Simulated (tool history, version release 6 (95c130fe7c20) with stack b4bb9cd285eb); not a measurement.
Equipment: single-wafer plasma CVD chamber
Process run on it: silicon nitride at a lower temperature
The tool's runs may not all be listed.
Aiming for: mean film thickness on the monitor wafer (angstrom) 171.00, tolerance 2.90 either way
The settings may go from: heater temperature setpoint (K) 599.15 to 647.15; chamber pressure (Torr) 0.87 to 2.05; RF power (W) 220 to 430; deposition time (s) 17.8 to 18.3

run	hour	heater temperature setpoint (K)	chamber pressure (Torr)	RF power (W)	deposition time (s)	mean film thickness on the monitor wafer (angstrom)
1	0.0	623.15	1.46	325	17.8	203.32
2	4.0	623.15	1.36	325	17.8	200.97
3	9.7	631.15	1.36	325	17.8	200.40
4	17.4	631.15	1.61	325	17.8	206.77
5	26.0	631.15	1.46	325	17.8	203.08
6	30.1	631.15	1.35	310	17.8	192.05
7	37.8	631.15	1.25	305	17.8	187.30
8	45.9	631.15	1.17	300	17.8	181.99
9	47.7	631.15	1.11	300	17.8	180.24
10	53.6	631.15	1.06	300	17.8	179.47
11	57.1	631.15	1.02	295	17.8	175.03
12	65.8	631.15	0.99	295	17.8	174.64

Consider the 4 candidate settings below. Which is the only one whose results all fall within their allowed miss of target?
A	74.5	636.15	1.13	275	18.1	?
B	74.5	633.15	0.87	280	17.8	?
C	74.5	645.15	0.87	285	17.8	?
D	74.5	635.15	0.97	280	17.9	?

move	mean film thickness on the monitor wafer (angstrom)
A	170.49
B	162.79
C	164.44
D	166.75
A: every result within its allowed miss
B: takes the result that was furthest off past its target
C: takes the result that was furthest off past its target
D: takes the result that was furthest off past its target
The move that meets every target is A.

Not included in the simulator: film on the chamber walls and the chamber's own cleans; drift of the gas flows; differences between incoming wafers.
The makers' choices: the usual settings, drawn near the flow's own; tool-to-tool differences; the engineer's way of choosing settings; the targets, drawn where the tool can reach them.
